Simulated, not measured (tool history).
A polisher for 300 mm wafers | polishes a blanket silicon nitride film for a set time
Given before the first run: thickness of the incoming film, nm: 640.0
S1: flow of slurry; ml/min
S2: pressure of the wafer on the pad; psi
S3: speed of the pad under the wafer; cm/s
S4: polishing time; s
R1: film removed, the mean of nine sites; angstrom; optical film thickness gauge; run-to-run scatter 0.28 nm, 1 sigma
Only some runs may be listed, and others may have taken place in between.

Run 1, hour 0.0: S1 190 ml/min, S2 2.3 psi, S3 88 cm/s, S4 31 s. Result: R1 339.94 angstrom.
Run 2, hour 6.8: S1 150 ml/min, S2 2.3 psi, S3 88 cm/s, S4 31 s. Result: R1 324.93 angstrom.
Run 3, hour 8.5: S1 150 ml/min, S2 2.1 psi, S3 88 cm/s, S4 31 s. Result: R1 311.36 angstrom.
Run 4, hour 14.9: S1 150 ml/min, S2 2.0 psi, S3 88 cm/s, S4 31 s. Result: R1 290.63 angstrom.
Run 5, hour 23.2: S1 150 ml/min, S2 2.0 psi, S3 110 cm/s, S4 31 s. Result: R1 331.27 angstrom.
Run 6, hour 29.4: S1 150 ml/min, S2 1.9 psi, S3 110 cm/s, S4 31 s. Result: R1 322.77 angstrom.
Run 7, hour 30.3: S1 150 ml/min, S2 1.8 psi, S3 110 cm/s, S4 31 s. Result: R1 303.14 angstrom.

Run 8, settings as shown, results not yet in. Your forecast:
Run 8, hour 35.6: S1 150 ml/min, S2 1.7 psi, S3 110 cm/s, S4 31 s. Result: R1 ?.

{"run 8": {"R1": 298.85}}
